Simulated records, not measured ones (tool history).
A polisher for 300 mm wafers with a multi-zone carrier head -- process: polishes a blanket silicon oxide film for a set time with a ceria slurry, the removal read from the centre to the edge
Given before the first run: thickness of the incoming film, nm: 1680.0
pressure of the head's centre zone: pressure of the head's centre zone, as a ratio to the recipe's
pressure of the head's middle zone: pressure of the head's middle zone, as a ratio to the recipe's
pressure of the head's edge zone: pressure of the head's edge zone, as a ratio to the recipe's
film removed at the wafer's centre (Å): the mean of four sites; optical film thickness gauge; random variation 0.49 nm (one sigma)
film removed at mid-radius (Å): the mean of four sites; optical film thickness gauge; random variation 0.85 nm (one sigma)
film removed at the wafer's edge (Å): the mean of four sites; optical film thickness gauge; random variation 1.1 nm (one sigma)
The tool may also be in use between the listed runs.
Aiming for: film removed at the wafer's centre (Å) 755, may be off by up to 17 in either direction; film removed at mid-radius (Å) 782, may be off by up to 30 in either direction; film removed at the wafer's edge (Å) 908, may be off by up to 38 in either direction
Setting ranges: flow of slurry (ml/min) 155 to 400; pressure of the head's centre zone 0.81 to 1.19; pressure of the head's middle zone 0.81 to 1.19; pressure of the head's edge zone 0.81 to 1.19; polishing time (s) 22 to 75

run	hour	flow of slurry (ml/min)	pressure of the head's centre zone	pressure of the head's middle zone	pressure of the head's edge zone	polishing time (s)	film removed at the wafer's centre (Å)	film removed at mid-radius (Å)	film removed at the wafer's edge (Å)
1	0	255	1	1	1	48	1398.8	1360.5	1455.9
2	7.2	255	1.07	1	1	48	1494	1349.2	1461.7
3	13	255	1.07	1	1.03	48	1492.5	1365.9	1510
4	20.4	255	1.07	1	0.96	48	1471	1361.5	1441.7
5	23.9	255	1.07	0.93	0.96	48	1490.7	1288.2	1466.3
6	32.7	240	1	0.91	0.95	42	1213.5	1101.7	1245.2
7	39.5	185	0.9	0.84	0.98	28	707.93	660.85	849.16
8	41.4	210	0.9	0.87	0.99	28	714.58	695.15	850.45
9	44.1	225	0.9	0.88	1.01	28	721.41	697.67	841.13
# hour 52.1: edge zone pressure recalibrated
10	52.1	210	0.9	0.9	1.01	29	743.94	738.08	852.24

4 next moves are on the table. One of them brings every result within its allowed miss. Which?
A	60.1	245	0.82	0.85	0.95	32	?	?	?
B	60.1	280	0.9	1.02	0.98	27	?	?	?
C	60.1	170	0.89	0.87	1.05	30	?	?	?
D	60.1	205	0.92	0.81	1.01	31	?	?	?

move	film removed at the wafer's centre (Å)	film removed at mid-radius (Å)	film removed at the wafer's edge (Å)
A	758.92	775.62	943.93
B	713.32	770.5	813.59
C	742.85	714.83	904
D	810.32	709.92	930.33
A: hits every target within its allowed miss
B: moves away from the targets compared with the last run
C: brings the last run's worst result on target, with another outside its allowed miss
D: brings the last run's worst result on target, with another outside its allowed miss
So the answer is move A, the one that meets all the targets.
